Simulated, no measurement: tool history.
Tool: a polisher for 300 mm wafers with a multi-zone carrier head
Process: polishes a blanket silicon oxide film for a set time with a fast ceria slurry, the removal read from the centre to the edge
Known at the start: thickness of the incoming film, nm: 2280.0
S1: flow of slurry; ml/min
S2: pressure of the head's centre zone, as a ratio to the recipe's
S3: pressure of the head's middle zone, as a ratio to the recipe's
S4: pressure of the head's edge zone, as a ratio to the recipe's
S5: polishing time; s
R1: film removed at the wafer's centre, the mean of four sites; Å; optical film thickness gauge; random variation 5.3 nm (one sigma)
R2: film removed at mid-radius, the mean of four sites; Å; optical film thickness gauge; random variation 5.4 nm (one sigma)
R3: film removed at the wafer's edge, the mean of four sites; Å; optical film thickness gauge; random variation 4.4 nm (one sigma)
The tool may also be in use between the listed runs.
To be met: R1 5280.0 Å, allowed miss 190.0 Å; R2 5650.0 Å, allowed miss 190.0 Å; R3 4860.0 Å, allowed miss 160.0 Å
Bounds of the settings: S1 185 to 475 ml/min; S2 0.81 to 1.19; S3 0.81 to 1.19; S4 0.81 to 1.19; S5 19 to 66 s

{"run": 1, "hour": 0.0, "S1": 305, "S2": 1.0, "S3": 1.0, "S4": 1.0, "S5": 42, "R1": 9624.0, "R2": 9374.4, "R3": 9752.9}
{"run": 2, "hour": 3.4, "S1": 230, "S2": 1.0, "S3": 1.0, "S4": 1.0, "S5": 42, "R1": 9250.6, "R2": 9212.5, "R3": 9548.6}
{"run": 3, "hour": 9.0, "S1": 220, "S2": 1.0, "S3": 1.01, "S4": 0.96, "S5": 38, "R1": 8154.6, "R2": 8190.5, "R3": 8358.3}
{"run": 4, "hour": 15.3, "S1": 220, "S2": 1.0, "S3": 1.01, "S4": 1.03, "S5": 38, "R1": 8296.3, "R2": 8181.6, "R3": 8756.2}
{"run": 5, "hour": 22.7, "S1": 220, "S2": 1.0, "S3": 1.09, "S4": 1.03, "S5": 38, "R1": 8447.8, "R2": 8757.2, "R3": 8603.3}
{"run": 6, "hour": 30.6, "S1": 185, "S2": 1.0, "S3": 1.09, "S4": 1.03, "S5": 38, "R1": 8227.2, "R2": 8522.4, "R3": 8587.1}
{"run": 7, "hour": 35.4, "S1": 270, "S2": 0.97, "S3": 1.09, "S4": 0.93, "S5": 26, "R1": 5745.8, "R2": 6168.9, "R3": 5791.7}
{"run": 8, "hour": 39.1, "S1": 275, "S2": 0.98, "S3": 1.1, "S4": 0.91, "S5": 25, "R1": 5583.0, "R2": 5997.5, "R3": 5511.7}

4 next moves are on the table. One of them brings every result within its allowed miss. Which?
{"run": "A", "hour": 42.8, "S1": 320, "S2": 0.86, "S3": 0.96, "S4": 0.98, "S5": 26, "R1": "?", "R2": "?", "R3": "?"}
{"run": "B", "hour": 42.8, "S1": 270, "S2": 0.88, "S3": 0.92, "S4": 0.94, "S5": 31, "R1": "?", "R2": "?", "R3": "?"}
{"run": "C", "hour": 42.8, "S1": 210, "S2": 0.89, "S3": 0.93, "S4": 1.06, "S5": 29, "R1": "?", "R2": "?", "R3": "?"}
{"run": "D", "hour": 42.8, "S1": 260, "S2": 1.01, "S3": 1.14, "S4": 0.85, "S5": 23, "R1": "?", "R2": "?", "R3": "?"}

move=A R1=5115.5 R2=5719.8 R3=5900.3
move=B R1=6126.3 R2=6489.8 R3=6813.8
move=C R1=5605.0 R2=5938.2 R3=6602.4
move=D R1=5206.4 R2=5673.6 R3=4799.9
A: further off than the last run
B: further off than the last run
C: further off than the last run
D: meets every target
The right move is D.
